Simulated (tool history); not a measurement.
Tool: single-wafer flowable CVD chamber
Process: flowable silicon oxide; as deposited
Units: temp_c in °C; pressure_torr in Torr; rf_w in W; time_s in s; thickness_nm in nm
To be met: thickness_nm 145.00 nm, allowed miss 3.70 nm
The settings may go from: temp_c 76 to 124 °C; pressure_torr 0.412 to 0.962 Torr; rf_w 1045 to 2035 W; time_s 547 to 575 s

| run | day | temp_c | pressure_torr | rf_w | time_s | thickness_nm |
|---|---|---|---|---|---|---|
| 1 | 0.000 | 100 | 0.687 | 1540 | 575 | 282.93 |
| 2 | 0.371 | 100 | 0.621 | 1540 | 575 | 254.30 |
| 3 | 0.521 | 100 | 0.621 | 1540 | 575 | 255.20 |
| 4 | 0.788 | 100 | 0.681 | 1540 | 575 | 278.87 |
| 5 | 1.038 | 100 | 0.681 | 1430 | 575 | 269.20 |
| 6 | 1.288 | 100 | 0.801 | 1430 | 575 | 314.56 |
| 7 | 1.450 | 103 | 0.800 | 1430 | 575 | 285.83 |
| 8 | 1.496 | 106 | 0.799 | 1430 | 575 | 259.85 |
| 9 | 1.704 | 108 | 0.798 | 1430 | 575 | 241.36 |
| 10 | 1.846 | 110 | 0.797 | 1430 | 575 | 229.50 |
| 11 | 1.871 | 112 | 0.795 | 1430 | 575 | 215.58 |
| 12 | 2.138 | 114 | 0.792 | 1430 | 575 | 200.79 |
| 13 | 2.462 | 115 | 0.791 | 1430 | 575 | 196.25 |
| 14 | 2.567 | 116 | 0.788 | 1430 | 575 | 190.50 |
| 15 | 2.729 | 117 | 0.784 | 1430 | 575 | 183.89 |
| 16 | 3.021 | 118 | 0.781 | 1430 | 575 | 177.57 |

Which of these 4 next moves meets every target?
| A | 3.312 | 122 | 0.817 | 1260 | 548 | ? |
| B | 3.312 | 113 | 0.900 | 1370 | 575 | ? |
| C | 3.312 | 111 | 0.707 | 1485 | 550 | ? |
| D | 3.312 | 124 | 0.780 | 1585 | 564 | ? |

| move | thickness_nm |
|---|---|
| A | 145.32 |
| B | 229.92 |
| C | 192.75 |
| D | 155.83 |
A: meets every target
B: further off than the last run
C: further off than the last run
D: nearer than the last run, and not there yet
Answer: A

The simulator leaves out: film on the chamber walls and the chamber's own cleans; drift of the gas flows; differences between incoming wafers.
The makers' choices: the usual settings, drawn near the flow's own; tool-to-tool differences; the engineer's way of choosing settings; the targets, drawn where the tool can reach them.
